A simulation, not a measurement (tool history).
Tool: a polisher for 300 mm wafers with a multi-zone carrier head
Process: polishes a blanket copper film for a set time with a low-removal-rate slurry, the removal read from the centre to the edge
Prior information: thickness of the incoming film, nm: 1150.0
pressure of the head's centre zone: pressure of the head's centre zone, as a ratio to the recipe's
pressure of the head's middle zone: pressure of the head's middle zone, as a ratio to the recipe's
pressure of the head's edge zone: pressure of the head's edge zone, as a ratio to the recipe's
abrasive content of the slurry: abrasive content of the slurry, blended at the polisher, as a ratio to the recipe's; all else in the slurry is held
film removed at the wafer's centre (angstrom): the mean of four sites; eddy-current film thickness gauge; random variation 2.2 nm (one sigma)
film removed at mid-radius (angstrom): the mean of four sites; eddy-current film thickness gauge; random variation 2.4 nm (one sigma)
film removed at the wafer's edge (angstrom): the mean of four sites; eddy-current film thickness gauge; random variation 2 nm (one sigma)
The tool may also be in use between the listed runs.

run,hour,flow of slurry (ml/min),pressure of the head's centre zone,pressure of the head's middle zone,pressure of the head's edge zone,abrasive content of the slurry,polishing time (s),film removed at the wafer's centre (angstrom),film removed at mid-radius (angstrom),film removed at the wafer's edge (angstrom)
1,0,160,1,1,1,1,87,2959.5,2971.9,2986
2,2,160,1,1,1.05,1,87,2990.1,2845.8,3054.6
3,4.1,190,1,1,1.05,1,87,3129.4,3068.2,3151.8
4,9.9,190,1,1,1,1,87,3032.2,3002.8,3062.8
5,16.5,190,1,0.92,1,1,87,3045.3,2855.6,3080.1
6,24.8,190,1,0.92,1,1,76,2735.7,2442.6,2676.5
7,30.9,180,0.97,0.91,0.99,0.9,74,2504.3,2319.3,2513.8
8,36.3,170,0.94,0.91,1,0.85,72,2289.4,2249,2413.7
9,37.2,165,0.92,0.89,1,0.8,70,2167.3,2065.8,2303.1
10,39.7,160,0.9,0.89,1,0.75,69,1983.1,2028.9,2196.6
11,43,155,0.89,0.88,1,0.7,69,1927.5,1949.6,2167.9
12,45,150,0.88,0.87,0.99,0.7,69,1932.4,1933.8,2177.6
13,53.8,150,0.87,0.87,0.99,0.65,68,1822.1,1916.7,2096.2
14,56.3,145,0.86,0.86,0.99,0.65,68,1774,1895.4,2068.8

What does the tool deliver on the next run?
15,63.9,140,0.86,0.85,0.99,0.65,68,?,?,?

{"run 15": {"film removed at the wafer's centre (angstrom)": 1734.4, "film removed at mid-radius (angstrom)": 1803.8, "film removed at the wafer's edge (angstrom)": 2089.7}}
